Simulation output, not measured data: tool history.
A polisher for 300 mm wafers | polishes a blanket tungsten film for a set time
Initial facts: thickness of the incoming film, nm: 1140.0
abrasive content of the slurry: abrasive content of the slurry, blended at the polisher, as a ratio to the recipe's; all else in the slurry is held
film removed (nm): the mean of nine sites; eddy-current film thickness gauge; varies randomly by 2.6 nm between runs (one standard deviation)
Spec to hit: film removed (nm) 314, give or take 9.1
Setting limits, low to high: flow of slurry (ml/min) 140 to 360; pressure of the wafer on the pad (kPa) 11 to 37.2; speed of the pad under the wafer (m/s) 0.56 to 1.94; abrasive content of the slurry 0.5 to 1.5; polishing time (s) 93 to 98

run  hour  flow of slurry (ml/min)  pressure of the wafer on the pad (kPa)  speed of the pad under the wafer (m/s)  abrasive content of the slurry  polishing time (s)  film removed (nm)
  1     0                      230                                    24.1                                    1.24                               1                  93             532.98
  2   5.8                      200                                    24.1                                    1.24                               1                  93             523.53
  3   7.2                      200                                    22.8                                    1.24                               1                  93             494.73
  4  12.6                      200                                    22.8                                     1.5                               1                  93             576.53
  5    20                      200                                    22.8                                     1.5                               1                  93             575.46
  6  23.5                      200                                    22.8                                     1.5                             1.2                  93             611.36
  7  32.3                      190                                    15.9                                    1.24                             1.2                  93             402.12
  8  34.4                      190                                    15.2                                    1.22                             1.2                  93             384.61
  9  37.7                      190                                    14.5                                    1.22                             1.2                  93             373.13
 10  45.6                      190                                    13.8                                    1.22                             1.2                  93             361.64
 11  47.1                      190                                    12.4                                     1.2                             1.2                  93             336.18

Which of these 4 next moves meets every target?
  A  48.6                      200                                    15.2                                    1.06                            1.15                  93                  ?
  B  48.6                      200                                    12.4                                    1.32                            1.05                  97                  ?
  C  48.6                      140                                    13.1                                    1.08                             1.1                  95                  ?
  D  48.6                      185                                    11.7                                    1.28                            1.25                  95                  ?

move  film removed (nm)
   A             349.25
   B             362.42
   C             310.48
   D             349.29
A: its largest miss is bigger than the last run's
B: its largest miss is bigger than the last run's
C: every result within its allowed miss
D: its largest miss is bigger than the last run's
Answer: C
